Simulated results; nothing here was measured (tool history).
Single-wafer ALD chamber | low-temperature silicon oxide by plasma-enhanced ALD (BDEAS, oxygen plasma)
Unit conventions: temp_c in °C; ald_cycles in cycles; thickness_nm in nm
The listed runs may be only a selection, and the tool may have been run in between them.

run  hour  temp_c  ald_cycles  thickness_nm
  1     0     110          68         9.153
  2   1.7     111          66        8.9323
  3     4     101          66        9.1348
  4   6.3     103          64        8.8441
  5  10.3     103          72        9.9328
  6  17.1     112          72        9.7114
  7  21.1     113          69        9.2857
  8    24     113          69        9.1737
  9  27.2     115          67        8.9349
 10  28.5     116          65        8.6945
 11  29.2     117          63        8.4474
 12  37.4     118          62        8.2584

For run 13, what comes out?
 13  44.8     119          61             ?

Run 13 measured thickness_nm 8.0919 nm.
